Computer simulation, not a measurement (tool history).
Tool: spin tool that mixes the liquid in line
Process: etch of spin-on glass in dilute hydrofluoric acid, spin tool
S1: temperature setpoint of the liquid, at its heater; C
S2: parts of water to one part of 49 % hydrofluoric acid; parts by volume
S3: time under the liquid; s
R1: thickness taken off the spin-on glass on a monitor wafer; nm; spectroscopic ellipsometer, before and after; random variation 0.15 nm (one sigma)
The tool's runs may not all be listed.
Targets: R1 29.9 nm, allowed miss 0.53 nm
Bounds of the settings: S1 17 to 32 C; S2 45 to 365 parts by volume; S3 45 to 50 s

run 1 hour=0 | S1=24 S2=205 S3=45 | R1=14.256
run 2 hour=8.5 | S1=25 S2=195 S3=45 | R1=15.617
run 3 hour=13.9 | S1=26 S2=185 S3=45 | R1=17.288
run 4 hour=17.5 | S1=27 S2=175 S3=45 | R1=19.169
run 5 hour=23.8 | S1=29.5 S2=175 S3=45 | R1=20.972
run 6 hour=30.3 | S1=28 S2=175 S3=45 | R1=19.667
run 7 hour=34.5 | S1=28.5 S2=170 S3=45 | R1=20.874
run 8 hour=35.8 | S1=29 S2=165 S3=45 | R1=22.128
run 9 hour=38 | S1=29.5 S2=160 S3=45 | R1=23.329
run 10 hour=38.8 | S1=32 S2=130 S3=45 | R1=32.69
run 11 hour=42.3 | S1=31.5 S2=130 S3=45 | R1=32.091

5 next moves are on the table. One of them brings every result within its allowed miss. Which?
run A hour=45.8 | S1=32 S2=140 S3=50 | R1=?
run B hour=45.8 | S1=32 S2=140 S3=45 | R1=?
run C hour=45.8 | S1=32 S2=120 S3=45 | R1=?
run D hour=45.8 | S1=30 S2=120 S3=45 | R1=?
run E hour=45.8 | S1=32 S2=145 S3=45 | R1=?

move=A R1=33.077
move=B R1=29.769
move=C R1=35.668
move=D R1=33.14
move=E R1=28.556
A: further off than the last run
B: meets every target
C: further off than the last run
D: further off than the last run
E: takes the result that was furthest off past its target
Answer: B
